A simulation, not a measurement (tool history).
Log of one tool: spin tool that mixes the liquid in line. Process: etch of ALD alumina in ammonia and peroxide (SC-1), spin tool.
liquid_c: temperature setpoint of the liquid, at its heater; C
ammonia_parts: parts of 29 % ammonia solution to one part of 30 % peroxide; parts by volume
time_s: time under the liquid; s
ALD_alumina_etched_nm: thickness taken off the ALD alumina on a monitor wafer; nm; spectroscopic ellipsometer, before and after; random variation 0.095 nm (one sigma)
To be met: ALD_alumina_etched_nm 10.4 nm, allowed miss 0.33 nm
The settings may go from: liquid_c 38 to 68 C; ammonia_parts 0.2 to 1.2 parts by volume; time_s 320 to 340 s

{"run": 1, "hour": 0.0, "liquid_c": 52, "ammonia_parts": 0.75, "time_s": 320, "ALD_alumina_etched_nm": 18.706}
{"run": 2, "hour": 6.2, "liquid_c": 52, "ammonia_parts": 0.9, "time_s": 320, "ALD_alumina_etched_nm": 18.825}
{"run": 3, "hour": 11.8, "liquid_c": 45, "ammonia_parts": 0.9, "time_s": 320, "ALD_alumina_etched_nm": 12.919}
{"run": 4, "hour": 17.8, "liquid_c": 45, "ammonia_parts": 0.9, "time_s": 320, "ALD_alumina_etched_nm": 12.791}
{"run": 5, "hour": 18.6, "liquid_c": 44, "ammonia_parts": 0.9, "time_s": 320, "ALD_alumina_etched_nm": 12.068}
{"run": 6, "hour": 20.2, "liquid_c": 43, "ammonia_parts": 0.9, "time_s": 320, "ALD_alumina_etched_nm": 11.486}
{"run": 7, "hour": 26.5, "liquid_c": 42.5, "ammonia_parts": 0.9, "time_s": 320, "ALD_alumina_etched_nm": 10.814}
{"run": 8, "hour": 34.8, "liquid_c": 42, "ammonia_parts": 0.9, "time_s": 320, "ALD_alumina_etched_nm": 10.808}

Which of these 5 next moves meets every target?
{"run": "A", "hour": 43.1, "liquid_c": 41, "ammonia_parts": 1.2, "time_s": 320, "ALD_alumina_etched_nm": "?"}
{"run": "B", "hour": 43.1, "liquid_c": 41.5, "ammonia_parts": 0.85, "time_s": 340, "ALD_alumina_etched_nm": "?"}
{"run": "C", "hour": 43.1, "liquid_c": 42.5, "ammonia_parts": 0.9, "time_s": 340, "ALD_alumina_etched_nm": "?"}
{"run": "D", "hour": 43.1, "liquid_c": 41.5, "ammonia_parts": 0.95, "time_s": 340, "ALD_alumina_etched_nm": "?"}
{"run": "E", "hour": 43.1, "liquid_c": 42.5, "ammonia_parts": 0.95, "time_s": 320, "ALD_alumina_etched_nm": "?"}

move=A ALD_alumina_etched_nm=10.26
move=B ALD_alumina_etched_nm=10.86
move=C ALD_alumina_etched_nm=11.574
move=D ALD_alumina_etched_nm=10.976
move=E ALD_alumina_etched_nm=10.949
A: meets every target
B: further off than the last run
C: further off than the last run
D: further off than the last run
E: further off than the last run
Move A is the one to make.

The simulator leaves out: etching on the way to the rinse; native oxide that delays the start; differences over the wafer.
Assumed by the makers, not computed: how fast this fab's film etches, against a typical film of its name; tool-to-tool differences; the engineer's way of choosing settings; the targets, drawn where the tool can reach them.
